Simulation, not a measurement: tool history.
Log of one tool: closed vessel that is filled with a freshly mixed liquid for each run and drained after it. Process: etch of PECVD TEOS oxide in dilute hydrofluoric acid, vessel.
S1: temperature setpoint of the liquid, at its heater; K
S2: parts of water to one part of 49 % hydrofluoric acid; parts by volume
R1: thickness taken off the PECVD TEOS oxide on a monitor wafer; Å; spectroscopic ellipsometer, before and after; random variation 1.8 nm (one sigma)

{"run": 1, "hour": 0.0, "S1": 299.15, "S2": 235, "time in the liquid (s)": 1250, "R1": 618.57}
{"run": 2, "hour": 5.5, "S1": 301.15, "S2": 235, "time in the liquid (s)": 1250, "R1": 670.9}
{"run": 3, "hour": 14.4, "S1": 301.15, "S2": 170, "time in the liquid (s)": 1250, "R1": 983.28}
{"run": 4, "hour": 18.8, "S1": 301.15, "S2": 170, "time in the liquid (s)": 1345, "R1": 1085.7}
{"run": 5, "hour": 21.4, "S1": 302.65, "S2": 170, "time in the liquid (s)": 1345, "R1": 1131.3}
{"run": 6, "hour": 24.9, "S1": 300.15, "S2": 170, "time in the liquid (s)": 1345, "R1": 1038.3}
{"run": 7, "hour": 30.9, "S1": 301.15, "S2": 160, "time in the liquid (s)": 1345, "R1": 1142.5}
{"run": 8, "hour": 38.5, "S1": 301.65, "S2": 150, "time in the liquid (s)": 1345, "R1": 1280.5}
{"run": 9, "hour": 40.5, "S1": 302.15, "S2": 145, "time in the liquid (s)": 1345, "R1": 1366.1}
{"run": 10, "hour": 48.0, "S1": 302.65, "S2": 140, "time in the liquid (s)": 1345, "R1": 1440.5}
{"run": 11, "hour": 50.2, "S1": 303.15, "S2": 140, "time in the liquid (s)": 1345, "R1": 1457.1}
{"run": 12, "hour": 57.7, "S1": 307.15, "S2": 95, "time in the liquid (s)": 1345, "R1": 2622.2}
{"run": 13, "hour": 60.9, "S1": 307.15, "S2": 95, "time in the liquid (s)": 1345, "R1": 2647.2}
{"run": 14, "hour": 68.1, "S1": 306.65, "S2": 95, "time in the liquid (s)": 1345, "R1": 2635.9}
{"run": 15, "hour": 69.1, "S1": 306.15, "S2": 95, "time in the liquid (s)": 1345, "R1": 2546.0}
{"run": 16, "hour": 76.9, "S1": 305.65, "S2": 95, "time in the liquid (s)": 1345, "R1": 2508.9}
{"run": 17, "hour": 83.1, "S1": 305.65, "S2": 95, "time in the liquid (s)": 1345, "R1": 2484.8}
{"run": 18, "hour": 86.8, "S1": 305.15, "S2": 95, "time in the liquid (s)": 1345, "R1": 2468.1}
{"run": 19, "hour": 91.2, "S1": 304.65, "S2": 95, "time in the liquid (s)": 1345, "R1": 2398.5}
{"run": 20, "hour": 94.6, "S1": 304.15, "S2": 95, "time in the liquid (s)": 1345, "R1": 2371.4}
{"run": 21, "hour": 100.0, "S1": 303.65, "S2": 95, "time in the liquid (s)": 1345, "R1": 2339.8}
{"run": 22, "hour": 107.0, "S1": 303.15, "S2": 95, "time in the liquid (s)": 1345, "R1": 2252.8}
{"run": 23, "hour": 108.6, "S1": 302.65, "S2": 95, "time in the liquid (s)": 1345, "R1": 2232.4}

Forecast run 24:
{"run": 24, "hour": 114.9, "S1": 302.15, "S2": 95, "time in the liquid (s)": 1345, "R1": "?"}

R1: 2171.00 Å

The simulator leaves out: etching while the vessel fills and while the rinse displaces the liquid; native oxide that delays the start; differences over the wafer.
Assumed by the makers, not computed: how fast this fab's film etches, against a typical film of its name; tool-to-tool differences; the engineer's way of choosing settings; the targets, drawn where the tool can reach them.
